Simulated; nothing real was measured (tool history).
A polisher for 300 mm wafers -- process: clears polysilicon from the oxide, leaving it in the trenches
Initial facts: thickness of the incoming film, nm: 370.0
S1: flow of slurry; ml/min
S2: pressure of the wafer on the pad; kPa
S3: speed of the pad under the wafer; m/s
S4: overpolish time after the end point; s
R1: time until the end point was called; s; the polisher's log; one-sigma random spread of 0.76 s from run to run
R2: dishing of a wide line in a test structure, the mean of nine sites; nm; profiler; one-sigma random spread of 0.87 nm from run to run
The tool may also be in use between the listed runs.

run  hour   S1    S2    S3  S4      R1      R2
  1   0.0  165  22.1  0.86  14  22.557  63.563
  2   8.2  165  18.6  0.82  14  26.803  62.023
  3  11.4  165  18.6  0.82  12  26.457  61.457
  4  15.0  165  18.6  0.82  10  25.976  59.866
  5  19.8  165  22.1  0.82  10  23.616  61.139
  6  25.4  165  18.6  0.76  12  28.840  60.605
  7  31.9  165  15.9  0.72  13  33.558  59.436

The next listed run, before its measurement:
  8  32.4  160  9.7  0.66  19   ?   ?

{"run 8": {"R1": 49.081, "R2": 59.238}}
